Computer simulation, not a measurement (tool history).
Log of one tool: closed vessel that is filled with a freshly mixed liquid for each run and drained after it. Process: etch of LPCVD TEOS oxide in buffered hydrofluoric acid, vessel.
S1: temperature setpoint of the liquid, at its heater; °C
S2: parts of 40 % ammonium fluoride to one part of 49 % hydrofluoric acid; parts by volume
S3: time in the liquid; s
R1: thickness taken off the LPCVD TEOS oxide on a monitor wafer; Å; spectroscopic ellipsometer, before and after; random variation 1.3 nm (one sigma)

run 1 hour=0.0 | S1=23.0 S2=11.5 S3=95 | R1=2859.6
run 2 hour=2.2 | S1=23.0 S2=14.5 S3=95 | R1=2269.2
run 3 hour=5.6 | S1=20.5 S2=14.5 S3=95 | R1=1992.2
run 4 hour=7.3 | S1=20.5 S2=14.5 S3=95 | R1=1979.9
run 5 hour=13.6 | S1=23.0 S2=14.5 S3=95 | R1=2280.8
run 6 hour=21.2 | S1=23.0 S2=14.5 S3=100 | R1=2401.0
run 7 hour=24.3 | S1=24.5 S2=14.5 S3=100 | R1=2613.7
run 8 hour=26.0 | S1=24.5 S2=14.5 S3=100 | R1=2612.9
run 9 hour=35.3 | S1=25.5 S2=14.5 S3=100 | R1=2747.1
run 10 hour=42.0 | S1=26.5 S2=14.5 S3=100 | R1=2917.9
run 11 hour=48.0 | S1=27.0 S2=14.5 S3=100 | R1=2983.3
run 12 hour=54.3 | S1=27.5 S2=14.5 S3=100 | R1=3065.6
run 13 hour=60.9 | S1=27.5 S2=14.5 S3=100 | R1=3064.4

The next listed run, before its measurement:
run 14 hour=62.7 | S1=28.0 S2=14.5 S3=100 | R1=?

Run 14 gave R1 3151.3 Å.
